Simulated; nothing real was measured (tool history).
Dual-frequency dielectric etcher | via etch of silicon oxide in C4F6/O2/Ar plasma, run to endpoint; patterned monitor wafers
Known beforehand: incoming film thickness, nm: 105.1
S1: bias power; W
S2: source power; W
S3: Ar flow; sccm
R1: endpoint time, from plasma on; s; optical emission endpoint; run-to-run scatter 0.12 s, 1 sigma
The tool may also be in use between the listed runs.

| run | hour | S1 | S2 | S3 | R1 |
|---|---|---|---|---|---|
| 1 | 0 | 605 | 450 | 210 | 21.176 |
| 2 | 8 | 560 | 440 | 211 | 22.125 |
| 3 | 9.8 | 560 | 440 | 179 | 21.721 |
| 4 | 16.8 | 523 | 430 | 180 | 22.274 |
| 5 | 19.6 | 452 | 430 | 180 | 23.277 |
| 6 | 28.6 | 541 | 430 | 180 | 22.322 |
| 7 | 35.4 | 509 | 420 | 180 | 22.944 |
| 8 | 40.4 | 483 | 420 | 180 | 23.136 |
| 9 | 42.2 | 461 | 410 | 181 | 23.697 |
| 10 | 49.5 | 443 | 410 | 181 | 24.051 |

Run 11 is up next; what results do you expect?
| 11 | 51.1 | 428 | 410 | 181 | ? |

{"run 11": {"R1": 24.497}}

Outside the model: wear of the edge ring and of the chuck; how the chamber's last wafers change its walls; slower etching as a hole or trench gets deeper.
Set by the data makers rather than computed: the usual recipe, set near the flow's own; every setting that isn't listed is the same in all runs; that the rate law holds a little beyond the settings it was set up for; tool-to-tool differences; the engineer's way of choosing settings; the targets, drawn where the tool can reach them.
